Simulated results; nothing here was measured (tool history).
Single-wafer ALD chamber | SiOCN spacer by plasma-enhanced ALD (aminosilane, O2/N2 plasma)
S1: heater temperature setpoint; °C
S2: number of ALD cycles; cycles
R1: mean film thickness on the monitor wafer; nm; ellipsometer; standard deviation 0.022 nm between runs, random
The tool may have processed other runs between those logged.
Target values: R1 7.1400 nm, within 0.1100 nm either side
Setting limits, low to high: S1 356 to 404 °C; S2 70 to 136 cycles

Run 1, hour 0.0: S1 380 °C, S2 103 cycles. Result: R1 6.1092 nm.
Run 2, hour 5.6: S1 380 °C, S2 107 cycles. Result: R1 6.3903 nm.
Run 3, hour 13.4: S1 380 °C, S2 109 cycles. Result: R1 6.5112 nm.
Run 4, hour 21.6: S1 380 °C, S2 111 cycles. Result: R1 6.6110 nm.
Run 5, hour 22.3: S1 376 °C, S2 111 cycles. Result: R1 6.5829 nm.
Run 6, hour 24.6: S1 366 °C, S2 111 cycles. Result: R1 6.6394 nm.
Run 7, hour 33.4: S1 366 °C, S2 113 cycles. Result: R1 6.6839 nm.
Run 8, hour 34.3: S1 366 °C, S2 115 cycles. Result: R1 6.8249 nm.
Run 9, hour 35.2: S1 366 °C, S2 116 cycles. Result: R1 6.8807 nm.
Run 10, hour 40.8: S1 366 °C, S2 117 cycles. Result: R1 6.9251 nm.
Run 11, hour 44.7: S1 366 °C, S2 118 cycles. Result: R1 7.0525 nm.

5 next moves are on the table. One of them brings every result within its allowed miss. Which?
Run A, hour 48.6: S1 357 °C, S2 120 cycles. Result: R1 ?.
Run B, hour 48.6: S1 364 °C, S2 116 cycles. Result: R1 ?.
Run C, hour 48.6: S1 367 °C, S2 116 cycles. Result: R1 ?.
Run D, hour 48.6: S1 356 °C, S2 116 cycles. Result: R1 ?.
Run E, hour 48.6: S1 375 °C, S2 113 cycles. Result: R1 ?.

move      R1
   A  7.1706
   B  6.9316
   C  6.9316
   D  6.9316
   E  6.7523
A: hits every target within its allowed miss
B: misses by more than the last run did
C: misses by more than the last run did
D: misses by more than the last run did
E: misses by more than the last run did
The right move is A.
